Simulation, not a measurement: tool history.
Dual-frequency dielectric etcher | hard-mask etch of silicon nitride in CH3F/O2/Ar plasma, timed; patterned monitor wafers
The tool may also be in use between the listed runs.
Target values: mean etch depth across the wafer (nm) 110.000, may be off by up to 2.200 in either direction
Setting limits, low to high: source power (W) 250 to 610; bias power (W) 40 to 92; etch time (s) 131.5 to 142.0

| run | day | source power (W) | bias power (W) | etch time (s) | mean etch depth across the wafer (nm) |
|---|---|---|---|---|---|
| 1 | 0.000 | 430 | 66 | 142.0 | 98.889 |
| 2 | 0.071 | 450 | 67 | 142.0 | 101.290 |
| 3 | 0.238 | 470 | 68 | 142.0 | 103.530 |
| 4 | 0.462 | 470 | 68 | 131.5 | 95.828 |
| 5 | 0.671 | 470 | 68 | 131.5 | 96.267 |
| 6 | 0.838 | 490 | 70 | 132.0 | 99.298 |
| 7 | 1.121 | 510 | 71 | 132.0 | 101.310 |
| 8 | 1.325 | 530 | 72 | 132.0 | 103.660 |
| 9 | 1.638 | 540 | 72 | 132.0 | 104.370 |
| 10 | 1.817 | 550 | 72 | 132.0 | 105.050 |
| 11 | 1.904 | 560 | 72 | 132.0 | 105.540 |
| 12 | 2.088 | 570 | 73 | 132.0 | 107.340 |

4 next moves are on the table. One of them brings every result within its allowed miss. Which?
| A | 2.271 | 550 | 70 | 131.5 | ? |
| B | 2.271 | 580 | 70 | 131.5 | ? |
| C | 2.271 | 570 | 67 | 133.5 | ? |
| D | 2.271 | 560 | 76 | 134.5 | ? |

| move | mean etch depth across the wafer (nm) |
|---|---|
| A | 103.460 |
| B | 105.600 |
| C | 104.480 |
| D | 110.460 |
A: the biggest miss grows against the last run
B: the biggest miss grows against the last run
C: the biggest miss grows against the last run
D: all results in spec
D meets every target.

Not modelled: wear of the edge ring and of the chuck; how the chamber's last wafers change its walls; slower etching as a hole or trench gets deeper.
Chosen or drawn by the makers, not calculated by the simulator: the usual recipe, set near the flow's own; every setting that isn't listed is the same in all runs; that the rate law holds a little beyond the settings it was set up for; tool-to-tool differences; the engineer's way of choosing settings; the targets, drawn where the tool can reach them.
